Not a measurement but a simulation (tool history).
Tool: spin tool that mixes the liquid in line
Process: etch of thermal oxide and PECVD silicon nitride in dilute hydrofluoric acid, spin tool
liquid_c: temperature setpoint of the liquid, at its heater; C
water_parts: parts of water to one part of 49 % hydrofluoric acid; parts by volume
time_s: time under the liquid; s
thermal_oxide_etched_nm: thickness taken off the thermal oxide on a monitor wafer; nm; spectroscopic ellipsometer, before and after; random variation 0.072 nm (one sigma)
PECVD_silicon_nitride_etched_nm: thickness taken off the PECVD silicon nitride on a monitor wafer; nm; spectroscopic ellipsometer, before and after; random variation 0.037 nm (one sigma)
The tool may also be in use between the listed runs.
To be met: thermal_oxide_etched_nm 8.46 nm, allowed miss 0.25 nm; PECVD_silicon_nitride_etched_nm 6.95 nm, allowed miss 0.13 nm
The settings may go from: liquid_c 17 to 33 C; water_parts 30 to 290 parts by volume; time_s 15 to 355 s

| run | day | liquid_c | water_parts | time_s | thermal_oxide_etched_nm | PECVD_silicon_nitride_etched_nm |
|---|---|---|---|---|---|---|
| 1 | 0 | 25 | 160 | 180 | 5.0062 | 4.2789 |
| 2 | 0.229 | 25.5 | 145 | 175 | 5.5339 | 4.7579 |
| 3 | 0.546 | 25.5 | 90 | 175 | 9.6279 | 7.6168 |
| 4 | 0.858 | 25.5 | 55 | 175 | 16.249 | 12.298 |
| 5 | 1.208 | 25.5 | 65 | 180 | 14.145 | 10.81 |
| 6 | 1.538 | 23 | 65 | 180 | 12.633 | 9.2271 |
| 7 | 1.658 | 23 | 75 | 185 | 11.166 | 8.1706 |
| 8 | 1.858 | 23 | 80 | 190 | 10.563 | 7.855 |
| 9 | 2.062 | 23 | 85 | 195 | 10.214 | 7.5981 |
| 10 | 2.138 | 23 | 90 | 200 | 9.831 | 7.3623 |
| 11 | 2.408 | 23 | 95 | 205 | 9.6472 | 7.126 |
| 12 | 2.458 | 23.5 | 100 | 205 | 9.2514 | 7.0205 |
| 13 | 2.504 | 24 | 105 | 205 | 8.8812 | 7.0144 |
| 14 | 2.804 | 24.5 | 110 | 215 | 8.9217 | 7.1681 |
| 15 | 3.021 | 24.5 | 115 | 220 | 8.8988 | 7.043 |

5 next moves are on the table. One of them brings every result within its allowed miss. Which?
| A | 3.238 | 22 | 115 | 260 | ? | ? |
| B | 3.238 | 22 | 100 | 220 | ? | ? |
| C | 3.238 | 23.5 | 115 | 240 | ? | ? |
| D | 3.238 | 22.5 | 105 | 225 | ? | ? |
| E | 3.238 | 25.5 | 110 | 195 | ? | ? |

| move | thermal_oxide_etched_nm | PECVD_silicon_nitride_etched_nm |
|---|---|---|
| A | 9.303 | 7.0811 |
| B | 9.2111 | 6.8728 |
| C | 9.1136 | 7.2183 |
| D | 9.1004 | 6.9275 |
| E | 8.4218 | 6.9832 |
A: further off than the last run
B: further off than the last run
C: further off than the last run
D: further off than the last run
E: meets every target
Move E is the one to make.
